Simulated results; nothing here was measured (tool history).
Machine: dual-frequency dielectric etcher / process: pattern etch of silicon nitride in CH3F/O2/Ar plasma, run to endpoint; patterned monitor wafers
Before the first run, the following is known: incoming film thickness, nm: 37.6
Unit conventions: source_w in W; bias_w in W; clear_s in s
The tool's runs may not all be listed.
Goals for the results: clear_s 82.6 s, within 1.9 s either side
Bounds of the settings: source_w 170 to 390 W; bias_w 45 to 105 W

Run 1, hour 0: source_w 280 W, bias_w 75 W. Result: clear_s 65.764 s.
Run 2, hour 7.2: source_w 270 W, bias_w 72 W. Result: clear_s 67.788 s.
Run 3, hour 15.7: source_w 260 W, bias_w 70 W. Result: clear_s 68.704 s.
Run 4, hour 19.4: source_w 250 W, bias_w 67 W. Result: clear_s 70.918 s.
At hour 24.7: bias power generator calibrated.
Run 5, hour 24.7: source_w 250 W, bias_w 79 W. Result: clear_s 67.055 s.
Run 6, hour 26.3: source_w 240 W, bias_w 76 W. Result: clear_s 69.16 s.
Run 7, hour 29.7: source_w 230 W, bias_w 73 W. Result: clear_s 70.519 s.
Run 8, hour 36.1: source_w 220 W, bias_w 70 W. Result: clear_s 72.046 s.

Pick the move, out of 5, that brings all results within their allowed miss; only one does.
Run A, hour 42.5: source_w 270 W, bias_w 93 W. Result: clear_s ?.
Run B, hour 42.5: source_w 340 W, bias_w 94 W. Result: clear_s ?.
Run C, hour 42.5: source_w 170 W, bias_w 64 W. Result: clear_s ?.
Run D, hour 42.5: source_w 280 W, bias_w 86 W. Result: clear_s ?.
Run E, hour 42.5: source_w 180 W, bias_w 57 W. Result: clear_s ?.

move  clear_s
   A   61.112
   B   57.761
   C   78.333
   D   62.667
   E   81.399
A: further off than the last run
B: further off than the last run
C: better than the last run, though not everything is in spec
D: further off than the last run
E: all results in spec
E meets every target.
